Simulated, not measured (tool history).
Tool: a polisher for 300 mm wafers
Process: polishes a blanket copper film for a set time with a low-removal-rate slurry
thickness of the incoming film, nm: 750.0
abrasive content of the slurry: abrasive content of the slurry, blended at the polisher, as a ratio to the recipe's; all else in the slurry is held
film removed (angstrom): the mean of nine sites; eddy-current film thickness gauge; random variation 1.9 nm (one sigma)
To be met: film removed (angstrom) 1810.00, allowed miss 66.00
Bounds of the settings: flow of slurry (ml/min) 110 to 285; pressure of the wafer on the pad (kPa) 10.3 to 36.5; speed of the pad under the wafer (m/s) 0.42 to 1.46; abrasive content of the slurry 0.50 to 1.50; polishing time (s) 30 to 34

run	hour	flow of slurry (ml/min)	pressure of the wafer on the pad (kPa)	speed of the pad under the wafer (m/s)	abrasive content of the slurry	polishing time (s)	film removed (angstrom)
1	0.0	180	23.4	0.94	1.00	34	991.88
2	4.4	180	23.4	0.94	1.10	34	1013.40
3	7.7	180	23.4	0.94	1.10	30	892.44
4	14.9	145	23.4	0.94	1.10	30	856.90
5	18.1	145	23.4	0.94	1.10	30	847.00
6	24.8	145	20.7	0.94	1.10	30	764.51
# hour 31.7: worn pad replaced by a new one
7	31.7	155	22.1	0.94	1.10	30	917.34
8	39.2	165	23.4	0.98	1.10	30	1004.70
9	42.8	175	24.1	0.98	1.10	30	1045.10
10	48.1	185	24.8	0.98	1.10	30	1072.10
11	56.6	190	25.5	0.98	1.10	30	1109.20
12	64.8	195	26.2	0.98	1.10	30	1155.90
13	65.5	200	26.9	0.98	1.10	30	1182.00
14	73.5	205	27.6	0.98	1.10	30	1230.50
15	80.2	210	28.3	0.98	1.10	30	1242.90
16	84.5	210	35.2	1.04	1.10	30	1611.30
17	91.0	215	35.2	1.04	1.10	30	1617.50
18	93.0	220	35.2	1.04	1.10	30	1622.00

5 next moves are on the table. One of them brings every result within its allowed miss. Which?
A	95.0	160	35.9	1.22	1.05	33	?
B	95.0	230	33.8	0.88	1.25	30	?
C	95.0	195	36.5	0.92	1.05	34	?
D	95.0	235	35.9	1.10	1.00	32	?
E	95.0	185	35.9	1.12	0.90	30	?

move	film removed (angstrom)
A	1982.70
B	1402.40
C	1671.30
D	1834.00
E	1649.10
A: takes the result that was furthest off past its target
B: further off than the last run
C: nearer than the last run, and not there yet
D: meets every target
E: nearer than the last run, and not there yet
Move D is the one to make.
